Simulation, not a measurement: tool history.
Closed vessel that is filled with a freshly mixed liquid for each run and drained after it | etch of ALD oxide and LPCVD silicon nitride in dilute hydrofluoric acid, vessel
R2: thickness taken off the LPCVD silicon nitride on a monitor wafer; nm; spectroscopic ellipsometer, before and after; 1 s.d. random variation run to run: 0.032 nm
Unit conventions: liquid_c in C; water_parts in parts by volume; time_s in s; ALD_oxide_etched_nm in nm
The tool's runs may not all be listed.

run 1 hour=0.0 | liquid_c=22.0 water_parts=285 time_s=495 | ALD_oxide_etched_nm=22.709 R2=0.78478
run 2 hour=1.9 | liquid_c=22.0 water_parts=285 time_s=420 | ALD_oxide_etched_nm=19.095 R2=0.65961
run 3 hour=4.3 | liquid_c=22.5 water_parts=260 time_s=415 | ALD_oxide_etched_nm=21.640 R2=0.73727
run 4 hour=11.3 | liquid_c=22.5 water_parts=260 time_s=235 | ALD_oxide_etched_nm=12.339 R2=0.44110
run 5 hour=12.1 | liquid_c=23.5 water_parts=220 time_s=235 | ALD_oxide_etched_nm=15.786 R2=0.53763
run 6 hour=18.7 | liquid_c=23.5 water_parts=140 time_s=235 | ALD_oxide_etched_nm=27.090 R2=0.81721
run 7 hour=21.5 | liquid_c=24.5 water_parts=135 time_s=235 | ALD_oxide_etched_nm=29.192 R2=0.92518

Run 8 comes next. What will it give?
run 8 hour=30.0 | liquid_c=25.0 water_parts=130 time_s=235 | ALD_oxide_etched_nm=? R2=?

ALD_oxide_etched_nm: 31.165 nm
R2: 0.98364 nm

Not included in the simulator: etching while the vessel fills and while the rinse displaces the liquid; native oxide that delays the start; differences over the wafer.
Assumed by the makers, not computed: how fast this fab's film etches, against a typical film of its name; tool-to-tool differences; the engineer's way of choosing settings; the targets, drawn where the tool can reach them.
